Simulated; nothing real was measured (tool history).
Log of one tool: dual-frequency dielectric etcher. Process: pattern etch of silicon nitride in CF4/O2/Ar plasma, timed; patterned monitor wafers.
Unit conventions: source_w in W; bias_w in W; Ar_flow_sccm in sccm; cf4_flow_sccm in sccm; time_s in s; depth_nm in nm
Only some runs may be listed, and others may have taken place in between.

run 1 hour=0.0 | source_w=700 bias_w=63 Ar_flow_sccm=75 cf4_flow_sccm=81 time_s=78 | depth_nm=203.88
run 2 hour=7.0 | source_w=650 bias_w=63 Ar_flow_sccm=75 cf4_flow_sccm=81 time_s=78 | depth_nm=189.09
run 3 hour=10.3 | source_w=750 bias_w=63 Ar_flow_sccm=75 cf4_flow_sccm=81 time_s=78 | depth_nm=218.86
run 4 hour=15.0 | source_w=750 bias_w=70 Ar_flow_sccm=75 cf4_flow_sccm=81 time_s=78 | depth_nm=226.06
run 5 hour=19.8 | source_w=680 bias_w=70 Ar_flow_sccm=75 cf4_flow_sccm=81 time_s=78 | depth_nm=208.25
run 6 hour=27.0 | source_w=680 bias_w=70 Ar_flow_sccm=75 cf4_flow_sccm=93 time_s=78 | depth_nm=207.59
run 7 hour=35.2 | source_w=630 bias_w=70 Ar_flow_sccm=75 cf4_flow_sccm=93 time_s=78 | depth_nm=192.16

Estimate the outcome of run 8 from the log above:
run 8 hour=41.7 | source_w=600 bias_w=70 Ar_flow_sccm=75 cf4_flow_sccm=93 time_s=78 | depth_nm=?

depth_nm: 184.28 nm
